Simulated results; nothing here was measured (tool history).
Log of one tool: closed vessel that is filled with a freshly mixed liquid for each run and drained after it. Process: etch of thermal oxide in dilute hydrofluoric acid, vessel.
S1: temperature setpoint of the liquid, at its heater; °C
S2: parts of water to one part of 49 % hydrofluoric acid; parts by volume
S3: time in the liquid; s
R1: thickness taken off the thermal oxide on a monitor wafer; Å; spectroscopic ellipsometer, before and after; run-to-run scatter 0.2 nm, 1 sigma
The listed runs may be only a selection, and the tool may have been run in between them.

run,hour,S1,S2,S3,R1
1,0,23,90,195,97.351
2,7.6,23,90,210,104.48
3,12.5,25,75,210,137.26
4,18.2,25,85,210,119.28
5,24.1,25,85,210,119.7
6,26.2,26.5,70,210,161.16

Forecast run 7:
7,33.6,26.5,70,210,?

R1: 158.2 Å
